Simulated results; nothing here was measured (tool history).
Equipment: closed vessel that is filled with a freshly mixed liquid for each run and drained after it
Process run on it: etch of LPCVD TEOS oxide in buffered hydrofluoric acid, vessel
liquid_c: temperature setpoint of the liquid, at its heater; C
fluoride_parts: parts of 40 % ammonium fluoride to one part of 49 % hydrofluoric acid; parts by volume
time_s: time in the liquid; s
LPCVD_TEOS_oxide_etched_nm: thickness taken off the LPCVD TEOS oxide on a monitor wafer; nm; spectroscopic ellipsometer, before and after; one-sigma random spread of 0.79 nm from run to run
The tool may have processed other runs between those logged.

run 1 hour=0 | liquid_c=21 fluoride_parts=9.5 time_s=35 | LPCVD_TEOS_oxide_etched_nm=72.68
run 2 hour=1.5 | liquid_c=21 fluoride_parts=11.5 time_s=35 | LPCVD_TEOS_oxide_etched_nm=61.879
run 3 hour=6.7 | liquid_c=21 fluoride_parts=11.5 time_s=35 | LPCVD_TEOS_oxide_etched_nm=61.425
run 4 hour=14.3 | liquid_c=22.5 fluoride_parts=11.5 time_s=35 | LPCVD_TEOS_oxide_etched_nm=68.535
run 5 hour=16.2 | liquid_c=22.5 fluoride_parts=13.5 time_s=35 | LPCVD_TEOS_oxide_etched_nm=57.19
run 6 hour=18.6 | liquid_c=22.5 fluoride_parts=15 time_s=35 | LPCVD_TEOS_oxide_etched_nm=51.249

What does the tool deliver on the next run?
run 7 hour=22.1 | liquid_c=26.5 fluoride_parts=12.5 time_s=35 | LPCVD_TEOS_oxide_etched_nm=?

{"run 7": {"LPCVD_TEOS_oxide_etched_nm": 75.971}}
